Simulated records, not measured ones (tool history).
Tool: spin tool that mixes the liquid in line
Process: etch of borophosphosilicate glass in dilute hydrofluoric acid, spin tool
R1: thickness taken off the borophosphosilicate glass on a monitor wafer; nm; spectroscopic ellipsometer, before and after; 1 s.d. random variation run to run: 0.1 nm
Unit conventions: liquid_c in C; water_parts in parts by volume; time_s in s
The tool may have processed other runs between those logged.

{"run": 1, "hour": 0.0, "liquid_c": 24.0, "water_parts": 80, "time_s": 45, "R1": 16.014}
{"run": 2, "hour": 0.9, "liquid_c": 24.0, "water_parts": 60, "time_s": 45, "R1": 21.815}
{"run": 3, "hour": 4.3, "liquid_c": 23.0, "water_parts": 65, "time_s": 45, "R1": 19.345}
{"run": 4, "hour": 5.3, "liquid_c": 23.0, "water_parts": 80, "time_s": 45, "R1": 15.405}
{"run": 5, "hour": 10.2, "liquid_c": 22.0, "water_parts": 80, "time_s": 45, "R1": 14.705}
{"run": 6, "hour": 16.8, "liquid_c": 21.5, "water_parts": 80, "time_s": 45, "R1": 14.501}
{"run": 7, "hour": 24.5, "liquid_c": 21.0, "water_parts": 80, "time_s": 45, "R1": 14.265}

For run 8, what comes out?
{"run": 8, "hour": 33.1, "liquid_c": 20.5, "water_parts": 80, "time_s": 45, "R1": "?"}

Logged for run 8: R1 13.847 nm.

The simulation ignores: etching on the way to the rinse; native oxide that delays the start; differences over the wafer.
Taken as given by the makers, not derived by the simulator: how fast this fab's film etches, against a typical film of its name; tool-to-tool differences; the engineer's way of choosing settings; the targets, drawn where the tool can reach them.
